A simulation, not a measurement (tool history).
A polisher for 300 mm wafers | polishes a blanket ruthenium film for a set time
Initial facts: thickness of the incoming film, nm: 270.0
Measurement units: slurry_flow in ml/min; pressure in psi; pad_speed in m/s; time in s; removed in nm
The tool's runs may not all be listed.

run 1 hour=0 | slurry_flow=155 pressure=2.3 pad_speed=1 time=26 | removed=27.661
run 2 hour=5.4 | slurry_flow=155 pressure=2.3 pad_speed=1 time=23 | removed=24.38
run 3 hour=13.5 | slurry_flow=190 pressure=2.3 pad_speed=1 time=23 | removed=25.197
run 4 hour=18.3 | slurry_flow=205 pressure=2.3 pad_speed=1 time=23 | removed=25.696
run 5 hour=23.6 | slurry_flow=220 pressure=2.3 pad_speed=1 time=23 | removed=25.752
run 6 hour=27.3 | slurry_flow=220 pressure=2.3 pad_speed=1 time=23 | removed=25.914

Estimate the outcome of run 7 from the log above:
run 7 hour=32.5 | slurry_flow=220 pressure=2 pad_speed=1 time=23 | removed=?

{"run 7": {"removed": 22.703}}
